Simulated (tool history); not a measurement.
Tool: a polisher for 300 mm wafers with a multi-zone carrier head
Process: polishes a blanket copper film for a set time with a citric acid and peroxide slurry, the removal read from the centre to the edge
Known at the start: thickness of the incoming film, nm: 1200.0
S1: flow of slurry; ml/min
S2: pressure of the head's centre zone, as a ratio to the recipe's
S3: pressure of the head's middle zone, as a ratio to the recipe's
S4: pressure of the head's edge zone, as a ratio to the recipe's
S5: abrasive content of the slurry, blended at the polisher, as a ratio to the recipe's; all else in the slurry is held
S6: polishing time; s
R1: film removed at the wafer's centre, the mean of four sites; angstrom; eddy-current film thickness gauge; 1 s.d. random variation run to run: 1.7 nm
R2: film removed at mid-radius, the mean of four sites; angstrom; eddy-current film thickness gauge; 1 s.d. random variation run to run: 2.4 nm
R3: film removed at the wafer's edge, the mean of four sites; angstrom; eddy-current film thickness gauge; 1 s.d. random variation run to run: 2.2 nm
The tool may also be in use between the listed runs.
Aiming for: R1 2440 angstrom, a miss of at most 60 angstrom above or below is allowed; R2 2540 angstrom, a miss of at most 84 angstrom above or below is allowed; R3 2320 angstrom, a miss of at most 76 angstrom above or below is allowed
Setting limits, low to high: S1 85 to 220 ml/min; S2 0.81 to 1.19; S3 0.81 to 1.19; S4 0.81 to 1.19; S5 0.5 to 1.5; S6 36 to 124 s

run 1 day=0 | S1=140 S2=1 S3=1 S4=1 S5=1 S6=79 | R1=2020.8 R2=2001.5 R3=2036.2
run 2 day=0.217 | S1=140 S2=1 S3=1 S4=0.97 S5=1 S6=79 | R1=2040.9 R2=2007.3 R3=2010.9
run 3 day=0.504 | S1=155 S2=1.01 S3=1.03 S4=0.99 S5=1.05 S6=79 | R1=2125 R2=2132.1 R3=2064.7
run 4 day=0.821 | S1=170 S2=1.02 S3=1.05 S4=1.02 S5=1.1 S6=79 | R1=2200.6 R2=2168.1 R3=2163.2
run 5 day=1.017 | S1=180 S2=1.03 S3=1.08 S4=1.02 S5=1.15 S6=79 | R1=2304 R2=2309.2 R3=2219.6
run 6 day=1.158 | S1=180 S2=1.03 S3=1.08 S4=1.02 S5=1.3 S6=79 | R1=2362.5 R2=2354.4 R3=2238.2
run 7 day=1.396 | S1=185 S2=1.03 S3=1.09 S4=1.02 S5=1.3 S6=79 | R1=2368 R2=2408.7 R3=2262.9
run 8 day=1.554 | S1=185 S2=1.03 S3=1.09 S4=1.02 S5=1.3 S6=79 | R1=2391.6 R2=2410.3 R3=2272.4
run 9 day=1.704 | S1=190 S2=1.03 S3=1.1 S4=1.02 S5=1.3 S6=79 | R1=2360.2 R2=2376.8 R3=2287.3

Which one of the following 4 next-run settings gets every result inside its allowed miss? There is exactly one.
run A day=1.854 | S1=165 S2=1.06 S3=1.19 S4=0.91 S5=1.45 S6=84 | R1=? R2=? R3=?
run B day=1.854 | S1=205 S2=0.98 S3=1.13 S4=1.01 S5=1.4 S6=79 | R1=? R2=? R3=?
run C day=1.854 | S1=180 S2=0.95 S3=1.12 S4=1.07 S5=1.5 S6=85 | R1=? R2=? R3=?
run D day=1.854 | S1=140 S2=1.04 S3=1.14 S4=1 S5=1.35 S6=84 | R1=? R2=? R3=?

move=A R1=2636.1 R2=2730.3 R3=2322.8
move=B R1=2344.6 R2=2506.4 R3=2303.8
move=C R1=2442.7 R2=2679.8 R3=2552.4
move=D R1=2465.6 R2=2517.3 R3=2322.4
A: carries the result that was furthest off beyond its target, to the other side
B: meets the target for the result that was furthest off, but another lies outside its allowed miss
C: carries the result that was furthest off beyond its target, to the other side
D: all results land within tolerance of their targets
D is the move that brings every result within its allowed miss.
